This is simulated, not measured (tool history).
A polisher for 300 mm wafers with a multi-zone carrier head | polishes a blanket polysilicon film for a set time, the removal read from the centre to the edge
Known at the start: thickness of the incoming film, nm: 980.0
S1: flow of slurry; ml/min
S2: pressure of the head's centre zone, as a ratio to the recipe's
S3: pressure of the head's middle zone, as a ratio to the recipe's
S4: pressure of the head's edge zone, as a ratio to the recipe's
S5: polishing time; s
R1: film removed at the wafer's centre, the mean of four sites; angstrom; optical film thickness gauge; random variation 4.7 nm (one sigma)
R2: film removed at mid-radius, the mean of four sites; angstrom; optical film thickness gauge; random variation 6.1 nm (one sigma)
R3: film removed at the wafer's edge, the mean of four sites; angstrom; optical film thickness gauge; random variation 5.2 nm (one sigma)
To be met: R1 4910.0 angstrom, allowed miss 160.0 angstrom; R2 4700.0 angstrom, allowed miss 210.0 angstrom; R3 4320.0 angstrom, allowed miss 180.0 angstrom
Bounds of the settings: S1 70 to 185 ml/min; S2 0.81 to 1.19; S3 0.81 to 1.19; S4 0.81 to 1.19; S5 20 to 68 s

run  hour   S1    S2    S3    S4  S5      R1      R2      R3
  1   0.0  120  1.00  1.00  1.00  44  3218.1  3124.9  3120.1
  2   2.6  110  1.00  1.00  1.00  44  3121.7  3147.1  3080.7
  3   7.9  115  1.03  1.03  1.02  47  3438.6  3501.1  3405.7
  4  12.8  115  1.03  1.03  1.10  47  3428.4  3458.8  3568.7
  5  21.8  125  1.06  1.06  1.10  48  3683.7  3668.8  3634.7
  6  27.4  115  1.06  1.06  1.10  48  3663.8  3595.0  3541.0
  7  28.2  145  1.16  1.16  1.13  53  4612.7  4510.3  4192.1
  8  33.6  150  1.17  1.16  1.13  53  4636.7  4486.3  4140.0
  9  41.8  155  1.17  1.16  1.13  53  4835.2  4599.7  4138.3

Which of these 5 next moves meets every target?
  A  50.0  130  1.19  0.92  1.19  61   ?   ?   ?
  B  50.0  145  1.19  1.09  1.19  54   ?   ?   ?
  C  50.0  135  1.02  1.19  1.19  59   ?   ?   ?
  D  50.0   80  1.19  1.03  1.19  64   ?   ?   ?
  E  50.0  185  1.15  1.14  1.15  54   ?   ?   ?

move      R1      R2      R3
   A  5356.5  4162.6  4827.3
   B  4860.5  4340.9  4326.4
   C  4481.8  5051.8  4676.3
   D  4925.4  4281.3  4678.9
   E  4915.6  4697.1  4371.9
A: takes the result that was furthest off past its target
B: brings the result that was furthest off to its target, and leaves another outside
C: takes the result that was furthest off past its target
D: takes the result that was furthest off past its target
E: meets every target
The right move is E.
